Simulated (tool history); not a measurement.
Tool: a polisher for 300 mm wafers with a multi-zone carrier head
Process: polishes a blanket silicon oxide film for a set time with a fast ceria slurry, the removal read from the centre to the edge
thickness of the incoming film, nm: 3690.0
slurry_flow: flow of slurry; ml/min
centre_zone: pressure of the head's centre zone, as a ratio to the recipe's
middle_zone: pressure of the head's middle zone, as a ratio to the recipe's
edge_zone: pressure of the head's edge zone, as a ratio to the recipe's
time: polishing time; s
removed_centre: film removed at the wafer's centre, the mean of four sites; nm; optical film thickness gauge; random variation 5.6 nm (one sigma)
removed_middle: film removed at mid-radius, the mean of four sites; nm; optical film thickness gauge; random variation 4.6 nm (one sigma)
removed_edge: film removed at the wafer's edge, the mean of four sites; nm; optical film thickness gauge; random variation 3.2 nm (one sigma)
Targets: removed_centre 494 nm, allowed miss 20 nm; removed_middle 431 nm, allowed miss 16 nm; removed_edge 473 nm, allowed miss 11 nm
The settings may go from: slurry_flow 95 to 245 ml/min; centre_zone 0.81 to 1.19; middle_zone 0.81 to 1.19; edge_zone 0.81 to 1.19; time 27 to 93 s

{"run": 1, "hour": 0.0, "slurry_flow": 155, "centre_zone": 1, "middle_zone": 1, "edge_zone": 1, "time": 59, "removed_centre": 739.23, "removed_middle": 704.23, "removed_edge": 735.68}
{"run": 2, "hour": 3.9, "slurry_flow": 155, "centre_zone": 0.95, "middle_zone": 1, "edge_zone": 1, "time": 59, "removed_centre": 703.54, "removed_middle": 711.44, "removed_edge": 719.51}
{"run": 3, "hour": 6.3, "slurry_flow": 145, "centre_zone": 0.95, "middle_zone": 0.96, "edge_zone": 0.96, "time": 55, "removed_centre": 626.6, "removed_middle": 628.13, "removed_edge": 662.65}
{"run": 4, "hour": 7.0, "slurry_flow": 150, "centre_zone": 0.98, "middle_zone": 0.95, "edge_zone": 0.94, "time": 50, "removed_centre": 618.72, "removed_middle": 568.21, "removed_edge": 598.1}
{"run": 5, "hour": 14.8, "slurry_flow": 150, "centre_zone": 0.98, "middle_zone": 0.91, "edge_zone": 0.94, "time": 50, "removed_centre": 612.58, "removed_middle": 545.56, "removed_edge": 597.85}
{"run": 6, "hour": 22.0, "slurry_flow": 150, "centre_zone": 0.97, "middle_zone": 0.9, "edge_zone": 0.92, "time": 48, "removed_centre": 563.13, "removed_middle": 515.62, "removed_edge": 566.42}
{"run": 7, "hour": 27.8, "slurry_flow": 150, "centre_zone": 0.97, "middle_zone": 0.89, "edge_zone": 0.9, "time": 46, "removed_centre": 549.87, "removed_middle": 494.69, "removed_edge": 539.71}
{"run": 8, "hour": 35.9, "slurry_flow": 145, "centre_zone": 0.97, "middle_zone": 0.88, "edge_zone": 0.88, "time": 45, "removed_centre": 539.34, "removed_middle": 473.09, "removed_edge": 519.91}

5 next moves are on the table. One of them brings every result within its allowed miss. Which?
{"run": "A", "hour": 44.0, "slurry_flow": 110, "centre_zone": 1.14, "middle_zone": 0.92, "edge_zone": 0.92, "time": 39, "removed_centre": "?", "removed_middle": "?", "removed_edge": "?"}
{"run": "B", "hour": 44.0, "slurry_flow": 230, "centre_zone": 0.96, "middle_zone": 0.85, "edge_zone": 0.88, "time": 39, "removed_centre": "?", "removed_middle": "?", "removed_edge": "?"}
{"run": "C", "hour": 44.0, "slurry_flow": 150, "centre_zone": 1.14, "middle_zone": 0.91, "edge_zone": 0.81, "time": 42, "removed_centre": "?", "removed_middle": "?", "removed_edge": "?"}
{"run": "D", "hour": 44.0, "slurry_flow": 95, "centre_zone": 0.81, "middle_zone": 0.81, "edge_zone": 0.92, "time": 52, "removed_centre": "?", "removed_middle": "?", "removed_edge": "?"}
{"run": "E", "hour": 44.0, "slurry_flow": 125, "centre_zone": 0.87, "middle_zone": 0.81, "edge_zone": 0.99, "time": 48, "removed_centre": "?", "removed_middle": "?", "removed_edge": "?"}

move=A removed_centre=521.56 removed_middle=409.45 removed_edge=444.12
move=B removed_centre=497.94 removed_middle=429.82 removed_edge=472.41
move=C removed_centre=597.22 removed_middle=461.36 removed_edge=469.32
move=D removed_centre=476.26 removed_middle=478.31 removed_edge=581.3
move=E removed_centre=501.75 removed_middle=465.19 removed_edge=576.1
A: takes the result that was furthest off past its target
B: meets every target
C: brings the result that was furthest off to its target, and leaves another outside
D: further off than the last run
E: further off than the last run
Move B is the one to make.

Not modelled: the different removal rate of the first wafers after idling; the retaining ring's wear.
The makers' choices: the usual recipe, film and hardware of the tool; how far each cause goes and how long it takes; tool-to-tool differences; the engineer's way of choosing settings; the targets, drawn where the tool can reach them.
